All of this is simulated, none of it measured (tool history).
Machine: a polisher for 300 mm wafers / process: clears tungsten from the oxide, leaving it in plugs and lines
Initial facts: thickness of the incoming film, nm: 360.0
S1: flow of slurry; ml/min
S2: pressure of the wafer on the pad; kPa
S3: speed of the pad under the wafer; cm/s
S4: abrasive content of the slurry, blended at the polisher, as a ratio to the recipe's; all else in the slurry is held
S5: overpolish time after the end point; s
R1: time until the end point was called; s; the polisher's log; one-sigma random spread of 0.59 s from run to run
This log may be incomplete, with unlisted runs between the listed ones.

run  hour   S1    S2   S3   S4  S5      R1
  1   0.0  120  29.0  114  1.0  20  53.786
  2   7.6  120  29.0  114  1.2  20  50.510
  3  14.2  115  26.9  114  1.2  20  54.852
  4  19.2  110  25.5  114  1.2  20  58.822
  5  25.1  120  25.5  114  1.2  20  56.709
  6  30.7  120  25.5  114  1.3  20  55.583
  7  31.2  110  24.1  114  1.3  20  59.778

Predict the results of run 8:
  8  33.3  105  23.4  114  1.3  20   ?

R1: 62.716 s

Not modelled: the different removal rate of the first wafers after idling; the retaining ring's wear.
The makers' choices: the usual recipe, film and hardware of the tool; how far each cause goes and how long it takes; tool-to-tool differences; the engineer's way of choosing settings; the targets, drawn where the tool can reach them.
